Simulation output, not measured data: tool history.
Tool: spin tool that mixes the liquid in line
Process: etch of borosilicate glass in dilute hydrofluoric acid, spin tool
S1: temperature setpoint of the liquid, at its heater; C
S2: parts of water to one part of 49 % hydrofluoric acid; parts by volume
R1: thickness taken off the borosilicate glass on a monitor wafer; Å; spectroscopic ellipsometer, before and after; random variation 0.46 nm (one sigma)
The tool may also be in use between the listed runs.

{"run": 1, "day": 0.0, "S1": 22.0, "S2": 235, "time under the liquid (s)": 305, "R1": 499.48}
{"run": 2, "day": 0.317, "S1": 23.0, "S2": 235, "time under the liquid (s)": 305, "R1": 524.25}
{"run": 3, "day": 0.596, "S1": 21.0, "S2": 235, "time under the liquid (s)": 305, "R1": 482.75}
{"run": 4, "day": 0.796, "S1": 21.0, "S2": 295, "time under the liquid (s)": 305, "R1": 362.82}
{"run": 5, "day": 0.892, "S1": 23.0, "S2": 285, "time under the liquid (s)": 305, "R1": 403.64}
{"run": 6, "day": 1.175, "S1": 24.5, "S2": 275, "time under the liquid (s)": 305, "R1": 445.61}
{"run": 7, "day": 1.375, "S1": 25.5, "S2": 270, "time under the liquid (s)": 305, "R1": 472.89}
{"run": 8, "day": 1.658, "S1": 26.5, "S2": 265, "time under the liquid (s)": 305, "R1": 503.79}

Forecast run 9:
{"run": 9, "day": 1.788, "S1": 27.5, "S2": 260, "time under the liquid (s)": 305, "R1": "?"}

Run 9 gave R1 537.95 Å.
